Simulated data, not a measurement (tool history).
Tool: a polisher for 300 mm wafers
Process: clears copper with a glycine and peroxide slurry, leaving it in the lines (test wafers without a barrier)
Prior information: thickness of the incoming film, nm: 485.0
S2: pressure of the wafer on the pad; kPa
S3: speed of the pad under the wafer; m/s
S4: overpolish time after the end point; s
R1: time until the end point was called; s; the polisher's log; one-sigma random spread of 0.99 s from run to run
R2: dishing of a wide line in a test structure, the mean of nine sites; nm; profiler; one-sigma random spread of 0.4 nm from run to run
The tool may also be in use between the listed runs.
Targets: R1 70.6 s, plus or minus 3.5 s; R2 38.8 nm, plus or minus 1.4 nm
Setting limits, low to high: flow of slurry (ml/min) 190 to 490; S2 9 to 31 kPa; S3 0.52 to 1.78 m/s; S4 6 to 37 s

Run 1, hour 0: flow of slurry (ml/min) 315, S2 20 kPa, S3 1.14 m/s, S4 19 s. Result: R1 82.077 s, R2 62.027 nm.
Run 2, hour 7.3: flow of slurry (ml/min) 310, S2 19.3 kPa, S3 1.22 m/s, S4 15 s. Result: R1 80.457 s, R2 52.405 nm.
Run 3, hour 9.1: flow of slurry (ml/min) 310, S2 19.3 kPa, S3 1.48 m/s, S4 15 s. Result: R1 68.099 s, R2 59.765 nm.
Run 4, hour 14.1: flow of slurry (ml/min) 310, S2 19.3 kPa, S3 1.38 m/s, S4 15 s. Result: R1 71.289 s, R2 55.716 nm.
Run 5, hour 22.3: flow of slurry (ml/min) 310, S2 18.6 kPa, S3 1.4 m/s, S4 13 s. Result: R1 73.506 s, R2 49.623 nm.
Run 6, hour 27.3: flow of slurry (ml/min) 310, S2 18.6 kPa, S3 1.42 m/s, S4 11 s. Result: R1 72.962 s, R2 43.912 nm.
Run 7, hour 29.2: flow of slurry (ml/min) 310, S2 18.6 kPa, S3 1.42 m/s, S4 10 s. Result: R1 75.046 s, R2 40.435 nm.
Run 8, hour 36.3: flow of slurry (ml/min) 310, S2 19.3 kPa, S3 1.42 m/s, S4 10 s. Result: R1 70.787 s, R2 41.896 nm.

Exercise: of the 4 proposed moves below, exactly one satisfies all targets within the stated allowed misses. Which move is it?
Run A, hour 43.4: flow of slurry (ml/min) 300, S2 30.3 kPa, S3 1.02 m/s, S4 9 s. Result: R1 ?, R2 ?.
Run B, hour 43.4: flow of slurry (ml/min) 255, S2 22.8 kPa, S3 1.08 m/s, S4 9 s. Result: R1 ?, R2 ?.
Run C, hour 43.4: flow of slurry (ml/min) 305, S2 20.7 kPa, S3 1.32 m/s, S4 9 s. Result: R1 ?, R2 ?.
Run D, hour 43.4: flow of slurry (ml/min) 295, S2 18.6 kPa, S3 1.32 m/s, S4 10 s. Result: R1 ?, R2 ?.

move      R1      R2
   A   62.57  44.235
   B   77.72  36.407
   C  70.066  39.471
   D  76.957  39.661
A: the biggest miss grows against the last run
B: moves the result that the last run missed by most past its target, out the other side
C: all results in spec
D: corrects the largest miss of the last run, while another result sits out of spec
The move that meets every target is C.

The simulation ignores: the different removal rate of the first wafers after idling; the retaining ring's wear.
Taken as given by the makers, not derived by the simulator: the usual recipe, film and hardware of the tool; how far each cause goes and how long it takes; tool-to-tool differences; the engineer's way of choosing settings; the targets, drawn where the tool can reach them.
